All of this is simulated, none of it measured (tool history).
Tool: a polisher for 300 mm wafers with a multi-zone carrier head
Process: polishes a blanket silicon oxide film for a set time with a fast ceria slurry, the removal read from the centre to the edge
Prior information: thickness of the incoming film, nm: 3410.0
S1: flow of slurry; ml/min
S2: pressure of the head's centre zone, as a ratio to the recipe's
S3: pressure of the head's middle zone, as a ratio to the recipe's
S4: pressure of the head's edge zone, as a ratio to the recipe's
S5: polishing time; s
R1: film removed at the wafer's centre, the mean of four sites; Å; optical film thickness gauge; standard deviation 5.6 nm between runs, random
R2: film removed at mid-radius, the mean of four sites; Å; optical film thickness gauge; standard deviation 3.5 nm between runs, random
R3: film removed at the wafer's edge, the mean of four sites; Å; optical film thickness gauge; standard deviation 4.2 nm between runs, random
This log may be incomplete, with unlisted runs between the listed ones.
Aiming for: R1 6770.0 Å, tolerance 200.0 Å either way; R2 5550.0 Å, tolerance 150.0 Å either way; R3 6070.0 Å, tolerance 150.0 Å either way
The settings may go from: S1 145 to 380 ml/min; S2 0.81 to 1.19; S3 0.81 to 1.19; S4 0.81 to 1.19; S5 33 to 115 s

Run 1, hour 0.0: S1 245 ml/min, S2 1.00, S3 1.00, S4 1.00, S5 73 s. Result: R1 9885.4 Å, R2 10114.0 Å, R3 10114.0 Å.
Run 2, hour 8.1: S1 245 ml/min, S2 1.00, S3 1.00, S4 1.06, S5 73 s. Result: R1 9986.3 Å, R2 10029.0 Å, R3 10379.0 Å.
Run 3, hour 15.4: S1 245 ml/min, S2 1.05, S3 1.00, S4 1.06, S5 73 s. Result: R1 10447.0 Å, R2 10112.0 Å, R3 10326.0 Å.
Run 4, hour 19.9: S1 240 ml/min, S2 1.06, S3 0.97, S4 1.03, S5 67 s. Result: R1 9765.3 Å, R2 8849.9 Å, R3 9326.4 Å.
Run 5, hour 23.5: S1 235 ml/min, S2 1.06, S3 0.96, S4 1.00, S5 63 s. Result: R1 8976.9 Å, R2 8380.7 Å, R3 8712.4 Å.
Run 6, hour 26.0: S1 290 ml/min, S2 1.06, S3 0.96, S4 1.00, S5 63 s. Result: R1 9306.9 Å, R2 8640.9 Å, R3 8784.9 Å.
Run 7, hour 33.8: S1 285 ml/min, S2 1.06, S3 0.94, S4 0.98, S5 59 s. Result: R1 8616.2 Å, R2 7854.3 Å, R3 8264.0 Å.
Run 8, hour 37.9: S1 270 ml/min, S2 1.13, S3 0.89, S4 0.88, S5 38 s. Result: R1 5967.5 Å, R2 4782.1 Å, R3 4996.4 Å.
Run 9, hour 44.1: S1 280 ml/min, S2 1.13, S3 0.89, S4 0.91, S5 38 s. Result: R1 5967.7 Å, R2 4826.6 Å, R3 5163.1 Å.
Run 10, hour 49.6: S1 290 ml/min, S2 1.14, S3 0.90, S4 0.93, S5 38 s. Result: R1 5948.3 Å, R2 4831.9 Å, R3 5169.1 Å.
Run 11, hour 52.0: S1 290 ml/min, S2 1.14, S3 0.90, S4 0.94, S5 39 s. Result: R1 6147.8 Å, R2 5043.1 Å, R3 5339.3 Å.
Run 12, hour 54.1: S1 290 ml/min, S2 1.14, S3 0.90, S4 0.94, S5 39 s. Result: R1 6197.2 Å, R2 5001.7 Å, R3 5335.0 Å.
Run 13, hour 58.8: S1 295 ml/min, S2 1.14, S3 0.90, S4 0.96, S5 39 s. Result: R1 6190.6 Å, R2 4993.0 Å, R3 5328.4 Å.
Run 14, hour 67.8: S1 300 ml/min, S2 1.14, S3 0.90, S4 0.98, S5 40 s. Result: R1 6358.8 Å, R2 5116.2 Å, R3 5644.9 Å.
Run 15, hour 74.8: S1 310 ml/min, S2 1.14, S3 0.91, S4 0.99, S5 40 s. Result: R1 6311.7 Å, R2 5227.6 Å, R3 5571.3 Å.
Run 16, hour 78.0: S1 315 ml/min, S2 1.14, S3 0.91, S4 1.00, S5 41 s. Result: R1 6483.0 Å, R2 5306.2 Å, R3 5742.8 Å.
Run 17, hour 84.7: S1 320 ml/min, S2 1.14, S3 0.91, S4 1.01, S5 41 s. Result: R1 6547.3 Å, R2 5293.7 Å, R3 5795.7 Å.
Run 18, hour 90.1: S1 325 ml/min, S2 1.14, S3 0.91, S4 1.02, S5 41 s. Result: R1 6643.9 Å, R2 5337.2 Å, R3 5780.3 Å.
Run 19, hour 97.1: S1 330 ml/min, S2 1.13, S3 0.91, S4 1.03, S5 41 s. Result: R1 6439.5 Å, R2 5347.9 Å, R3 5849.4 Å.

Pick the move, out of 4, that brings all results within their allowed miss; only one does.
Run A, hour 104.1: S1 335 ml/min, S2 1.14, S3 0.91, S4 1.03, S5 42 s. Result: R1 ?, R2 ?, R3 ?.
Run B, hour 104.1: S1 305 ml/min, S2 1.09, S3 0.90, S4 0.99, S5 40 s. Result: R1 ?, R2 ?, R3 ?.
Run C, hour 104.1: S1 380 ml/min, S2 1.09, S3 0.97, S4 0.97, S5 39 s. Result: R1 ?, R2 ?, R3 ?.
Run D, hour 104.1: S1 340 ml/min, S2 1.08, S3 0.85, S4 1.02, S5 44 s. Result: R1 ?, R2 ?, R3 ?.

move      R1      R2      R3
   A  6737.6  5490.3  6008.4
   B  6078.9  5141.5  5579.9
   C  6047.9  5432.6  5456.5
   D  6690.6  5444.9  6275.4
A: each result inside its tolerance
B: moves away from the targets compared with the last run
C: moves away from the targets compared with the last run
D: puts the biggest miss on target and leaves a different result outside tolerance
Correct choice: A, which meets every target
